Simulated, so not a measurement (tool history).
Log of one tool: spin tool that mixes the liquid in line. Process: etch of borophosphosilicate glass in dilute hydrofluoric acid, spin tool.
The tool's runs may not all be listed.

run,hour,temperature setpoint of the liquid (K),parts of water to one part of 49 % hydrofluoric acid (parts by volume),time under the liquid (s),thickness taken off the borophosphosilicate glass on a monitor wafer (Å)
1,0,294.15,280,35,28.665
2,4,295.15,255,35,33.009
3,12.2,296.15,230,35,38.78
4,18.6,296.65,210,35,44.403
5,19.6,297.15,195,35,49.336
6,21,297.15,270,35,33.239
7,28.2,297.65,245,35,38.367

Forecast run 8:
8,28.9,298.15,225,35,?

Run 8 gave thickness taken off the borophosphosilicate glass on a monitor wafer (Å) 42.876.
